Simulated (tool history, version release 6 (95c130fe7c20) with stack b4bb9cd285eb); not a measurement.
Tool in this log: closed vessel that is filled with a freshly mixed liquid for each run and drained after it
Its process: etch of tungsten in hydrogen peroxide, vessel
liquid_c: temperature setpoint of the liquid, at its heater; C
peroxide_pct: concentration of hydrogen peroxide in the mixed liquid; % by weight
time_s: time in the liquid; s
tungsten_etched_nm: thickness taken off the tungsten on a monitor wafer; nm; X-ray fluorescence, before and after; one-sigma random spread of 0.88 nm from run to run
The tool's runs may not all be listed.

| run | hour | liquid_c | peroxide_pct | time_s | tungsten_etched_nm |
|---|---|---|---|---|---|
| 1 | 0.0 | 56.0 | 18.5 | 90 | 111.47 |
| 2 | 9.0 | 55.5 | 18.5 | 90 | 108.25 |
| 3 | 13.7 | 55.0 | 18.5 | 90 | 103.72 |
| 4 | 21.5 | 61.5 | 18.5 | 90 | 152.22 |
| 5 | 23.6 | 61.5 | 15.5 | 90 | 141.47 |
| 6 | 25.8 | 60.0 | 15.5 | 90 | 128.07 |

Run 7 comes next. What will it give?
| 7 | 28.2 | 58.5 | 15.5 | 90 | ? |

For run 7 the tool returned tungsten_etched_nm 118.06 nm.
